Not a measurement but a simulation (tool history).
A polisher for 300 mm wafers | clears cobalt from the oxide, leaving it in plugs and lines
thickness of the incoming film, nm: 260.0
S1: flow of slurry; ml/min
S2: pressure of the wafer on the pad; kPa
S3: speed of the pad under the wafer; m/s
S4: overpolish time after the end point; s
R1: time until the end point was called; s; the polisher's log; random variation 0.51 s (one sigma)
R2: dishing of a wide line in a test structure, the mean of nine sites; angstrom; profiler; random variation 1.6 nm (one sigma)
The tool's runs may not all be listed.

run,hour,S1,S2,S3,S4,R1,R2
1,0.0,190,15.2,1.14,14,42.690,545.04
2,2.8,190,12.4,1.14,14,53.348,481.26
3,6.4,155,12.4,1.14,14,54.028,453.17
4,10.1,155,13.8,1.14,14,47.935,514.94
5,11.1,155,13.8,1.14,9,49.351,372.27
6,11.9,155,14.5,1.14,10,46.159,408.61
7,18.0,155,15.2,1.14,11,44.092,434.28
8,20.0,155,15.9,1.14,12,43.142,497.68
9,21.1,155,16.5,1.14,12,40.074,492.64
10,22.1,155,17.2,1.14,13,38.897,523.78

The next listed run, before its measurement:
11,29.1,155,17.9,1.14,14,?,?

R1: 38.009 s
R2: 555.45 angstrom
